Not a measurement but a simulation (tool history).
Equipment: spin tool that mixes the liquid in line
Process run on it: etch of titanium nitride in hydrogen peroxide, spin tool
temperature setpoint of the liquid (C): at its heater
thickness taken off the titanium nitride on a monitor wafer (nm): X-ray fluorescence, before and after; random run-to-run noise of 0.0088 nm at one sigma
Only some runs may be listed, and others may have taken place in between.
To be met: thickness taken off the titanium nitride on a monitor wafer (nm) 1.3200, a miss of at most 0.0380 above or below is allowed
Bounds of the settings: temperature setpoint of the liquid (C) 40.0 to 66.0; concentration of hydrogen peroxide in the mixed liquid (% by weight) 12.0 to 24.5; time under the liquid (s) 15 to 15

run,hour,temperature setpoint of the liquid (C),concentration of hydrogen peroxide in the mixed liquid (% by weight),time under the liquid (s),thickness taken off the titanium nitride on a monitor wafer (nm)
1,0.0,56.0,16.5,15,1.9863
2,2.4,54.5,16.5,15,1.8318
3,10.8,54.5,18.5,15,1.8537
4,14.0,53.0,18.5,15,1.6506
# hour 16.9: peroxide flow meter replaced
5,16.9,52.0,18.5,15,1.5367
6,25.4,52.0,20.5,15,1.5533
7,33.2,51.5,20.5,15,1.5185
8,42.1,51.0,20.5,15,1.4571
9,43.2,50.5,20.5,15,1.3995

Below are 4 possible settings for the next run. Only one of them brings all results inside the allowed miss of their targets. Which is it?
A,44.3,51.5,21.5,15,?
B,44.3,51.0,21.0,15,?
C,44.3,51.0,19.5,15,?
D,44.3,50.0,18.0,15,?

move,thickness taken off the titanium nitride on a monitor wafer (nm)
A,1.5324
B,1.4710
C,1.4478
D,1.3244
A: the biggest miss grows against the last run
B: the biggest miss grows against the last run
C: the biggest miss grows against the last run
D: in spec on every target
Answer: D
